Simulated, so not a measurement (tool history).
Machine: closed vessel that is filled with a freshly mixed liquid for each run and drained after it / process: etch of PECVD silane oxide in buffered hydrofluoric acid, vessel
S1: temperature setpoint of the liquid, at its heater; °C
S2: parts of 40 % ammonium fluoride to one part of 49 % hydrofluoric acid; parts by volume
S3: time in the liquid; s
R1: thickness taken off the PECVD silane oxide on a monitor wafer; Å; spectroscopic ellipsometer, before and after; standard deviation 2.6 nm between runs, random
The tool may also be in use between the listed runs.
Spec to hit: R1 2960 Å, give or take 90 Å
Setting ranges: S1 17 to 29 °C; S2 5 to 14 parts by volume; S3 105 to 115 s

| run | hour | S1 | S2 | S3 | R1 |
|---|---|---|---|---|---|
| 1 | 0 | 21 | 8.5 | 105 | 2439.2 |
| 2 | 8.7 | 23 | 8.5 | 105 | 2709.8 |
| 3 | 14.4 | 23 | 6.5 | 105 | 3619.4 |
| 4 | 20 | 22.5 | 6.5 | 105 | 3487.6 |
| 5 | 24.1 | 22.5 | 5 | 105 | 4382.9 |
| 6 | 28.9 | 22.5 | 5 | 105 | 4364.3 |
| 7 | 34.6 | 21.5 | 5 | 105 | 4126.8 |
| 8 | 40.6 | 21 | 5 | 105 | 4087.3 |
| 9 | 41.5 | 20.5 | 5 | 105 | 3899.6 |
| 10 | 43.6 | 20 | 5 | 105 | 3799.9 |
| 11 | 45.3 | 17 | 6 | 105 | 2747.1 |
| 12 | 50.2 | 17.5 | 6 | 105 | 2839.1 |

Which one of the following 4 next-run settings gets every result inside its allowed miss? There is exactly one.
| A | 55.1 | 17 | 5.5 | 105 | ? |
| B | 55.1 | 17.5 | 5.5 | 110 | ? |
| C | 55.1 | 19 | 7 | 105 | ? |
| D | 55.1 | 17 | 5 | 105 | ? |

| move | R1 |
|---|---|
| A | 2959.2 |
| B | 3189.6 |
| C | 2692.8 |
| D | 3208 |
A: each result inside its tolerance
B: moves the result that the last run missed by most past its target, out the other side
C: further off than the last run
D: moves the result that the last run missed by most past its target, out the other side
Move A is the one to make.

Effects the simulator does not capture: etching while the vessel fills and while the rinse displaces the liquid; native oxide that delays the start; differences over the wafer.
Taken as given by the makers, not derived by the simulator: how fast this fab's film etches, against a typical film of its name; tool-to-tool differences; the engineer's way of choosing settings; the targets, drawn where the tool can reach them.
